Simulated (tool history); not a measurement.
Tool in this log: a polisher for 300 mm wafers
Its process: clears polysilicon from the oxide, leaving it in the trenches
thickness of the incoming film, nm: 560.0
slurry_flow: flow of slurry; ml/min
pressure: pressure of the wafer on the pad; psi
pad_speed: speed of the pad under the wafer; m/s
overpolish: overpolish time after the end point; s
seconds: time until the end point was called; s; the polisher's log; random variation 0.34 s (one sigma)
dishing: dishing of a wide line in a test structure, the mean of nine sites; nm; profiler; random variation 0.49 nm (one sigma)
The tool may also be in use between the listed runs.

run    day  slurry_flow  pressure  pad_speed  overpolish  seconds  dishing
  1      0          260       2.4        0.9          10   50.179   36.893
  2  0.325          260       2.4        0.9          11   49.278   38.804
  3  0.662          315       2.4        0.9          11    47.99    38.28
  4  0.846          315       2.7        0.9          11   44.401    38.74
  5  1.162          315       2.9        0.9          10   41.047   38.996
  6  1.454          315         3        0.9           9   40.725   39.263
  7  1.646          335       3.1       0.92           8   38.535   36.799

Run 8 has not been measured yet. What should we expect?
  8  1.933          335       3.2       0.92           8        ?        ?

For run 8 the tool returned seconds 37.513 s, dishing 39.303 nm.
